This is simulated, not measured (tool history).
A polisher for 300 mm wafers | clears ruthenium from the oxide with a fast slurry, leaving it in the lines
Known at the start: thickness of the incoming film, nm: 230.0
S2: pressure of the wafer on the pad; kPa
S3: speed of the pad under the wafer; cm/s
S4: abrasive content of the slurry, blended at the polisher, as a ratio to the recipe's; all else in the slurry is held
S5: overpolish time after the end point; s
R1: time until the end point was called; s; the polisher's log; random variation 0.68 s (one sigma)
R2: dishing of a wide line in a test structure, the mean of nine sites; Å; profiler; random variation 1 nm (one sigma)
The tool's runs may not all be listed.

Run 1, hour 0: flow of slurry (ml/min) 195, S2 22.1 kPa, S3 78 cm/s, S4 1, S5 19 s. Result: R1 64.3 s, R2 557.18 Å.
Run 2, hour 6.7: flow of slurry (ml/min) 195, S2 18.6 kPa, S3 78 cm/s, S4 1, S5 19 s. Result: R1 76.76 s, R2 490.05 Å.
Run 3, hour 9.1: flow of slurry (ml/min) 195, S2 20.7 kPa, S3 78 cm/s, S4 1, S5 17 s. Result: R1 69.648 s, R2 475.14 Å.
Run 4, hour 12.1: flow of slurry (ml/min) 195, S2 22.8 kPa, S3 78 cm/s, S4 1, S5 16 s. Result: R1 62.605 s, R2 491.08 Å.
Run 5, hour 18.6: flow of slurry (ml/min) 195, S2 26.9 kPa, S3 78 cm/s, S4 1, S5 16 s. Result: R1 54.137 s, R2 577.7 Å.
Run 6, hour 24.3: flow of slurry (ml/min) 195, S2 26.9 kPa, S3 78 cm/s, S4 0.9, S5 16 s. Result: R1 57.265 s, R2 540.97 Å.
Run 7, hour 25.1: flow of slurry (ml/min) 195, S2 28.3 kPa, S3 78 cm/s, S4 0.9, S5 15 s. Result: R1 53.605 s, R2 528.47 Å.
Run 8, hour 31.9: flow of slurry (ml/min) 195, S2 28.3 kPa, S3 78 cm/s, S4 0.9, S5 15 s. Result: R1 54.107 s, R2 515.85 Å.
Run 9, hour 32.7: flow of slurry (ml/min) 195, S2 29.6 kPa, S3 78 cm/s, S4 0.9, S5 14 s. Result: R1 52.135 s, R2 506.86 Å.
Run 10, hour 34.3: flow of slurry (ml/min) 195, S2 30.3 kPa, S3 78 cm/s, S4 0.9, S5 13 s. Result: R1 50.137 s, R2 493.68 Å.
Run 11, hour 36.6: flow of slurry (ml/min) 195, S2 31 kPa, S3 78 cm/s, S4 0.9, S5 13 s. Result: R1 50.13 s, R2 508.88 Å.

The next listed run, before its measurement:
Run 12, hour 45.5: flow of slurry (ml/min) 195, S2 31.7 kPa, S3 80 cm/s, S4 0.9, S5 12 s. Result: R1 ?, R2 ?.

R1: 48.061 s
R2: 479.51 Å
